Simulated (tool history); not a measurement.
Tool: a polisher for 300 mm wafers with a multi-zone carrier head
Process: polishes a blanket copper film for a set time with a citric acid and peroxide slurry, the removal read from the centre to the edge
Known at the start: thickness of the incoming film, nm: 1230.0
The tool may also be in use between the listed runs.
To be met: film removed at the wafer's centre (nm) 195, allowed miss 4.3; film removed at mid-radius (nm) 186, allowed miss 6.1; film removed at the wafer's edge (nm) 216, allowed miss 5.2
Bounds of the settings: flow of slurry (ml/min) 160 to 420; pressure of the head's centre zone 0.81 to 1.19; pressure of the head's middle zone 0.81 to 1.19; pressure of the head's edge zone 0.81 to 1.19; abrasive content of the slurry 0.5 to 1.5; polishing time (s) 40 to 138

| run | hour | flow of slurry (ml/min) | pressure of the head's centre zone | pressure of the head's middle zone | pressure of the head's edge zone | abrasive content of the slurry | polishing time (s) | film removed at the wafer's centre (nm) | film removed at mid-radius (nm) | film removed at the wafer's edge (nm) |
|---|---|---|---|---|---|---|---|---|---|---|
| 1 | 0 | 270 | 1 | 1 | 1 | 1 | 88 | 239.13 | 238.98 | 233.8 |
| 2 | 5.3 | 250 | 0.96 | 0.94 | 0.99 | 0.95 | 88 | 225.55 | 221.97 | 228.14 |
| 3 | 9.2 | 250 | 0.96 | 0.94 | 0.99 | 0.95 | 77 | 195.16 | 193.85 | 202.3 |
| 4 | 16.1 | 185 | 0.96 | 0.94 | 0.99 | 0.95 | 77 | 186.72 | 186.8 | 192.63 |
| 5 | 17 | 210 | 0.95 | 0.92 | 1.03 | 0.95 | 77 | 190.98 | 186.32 | 200.43 |
| 6 | 24.3 | 210 | 0.91 | 0.92 | 1.03 | 0.95 | 77 | 183.09 | 186.29 | 200.47 |
| 7 | 25.2 | 235 | 0.91 | 0.91 | 1.05 | 0.95 | 77 | 182.11 | 191.07 | 206.69 |
| 8 | 26.7 | 250 | 0.93 | 0.89 | 1.06 | 0.95 | 77 | 191.16 | 186.89 | 206.68 |
| 9 | 28.7 | 260 | 0.93 | 0.88 | 1.08 | 0.95 | 77 | 191.22 | 184.29 | 209.8 |

5 next moves are on the table. One of them brings every result within its allowed miss. Which?
| A | 30.7 | 170 | 0.98 | 0.93 | 1.09 | 1.25 | 72 | ? | ? | ? |
| B | 30.7 | 295 | 0.94 | 0.88 | 1.14 | 0.75 | 82 | ? | ? | ? |
| C | 30.7 | 220 | 0.97 | 0.87 | 1.07 | 0.9 | 77 | ? | ? | ? |
| D | 30.7 | 230 | 1.01 | 0.9 | 1.05 | 0.9 | 75 | ? | ? | ? |
| E | 30.7 | 275 | 1.03 | 0.96 | 1.12 | 0.75 | 76 | ? | ? | ? |

| move | film removed at the wafer's centre (nm) | film removed at mid-radius (nm) | film removed at the wafer's edge (nm) |
|---|---|---|---|
| A | 191 | 185.22 | 202.63 |
| B | 196.63 | 188.63 | 217.4 |
| C | 193.05 | 178.34 | 202.65 |
| D | 197.03 | 179.56 | 196.26 |
| E | 198.45 | 186.62 | 198.47 |
A: further off than the last run
B: meets every target
C: further off than the last run
D: further off than the last run
E: further off than the last run
Move B is the one to make.

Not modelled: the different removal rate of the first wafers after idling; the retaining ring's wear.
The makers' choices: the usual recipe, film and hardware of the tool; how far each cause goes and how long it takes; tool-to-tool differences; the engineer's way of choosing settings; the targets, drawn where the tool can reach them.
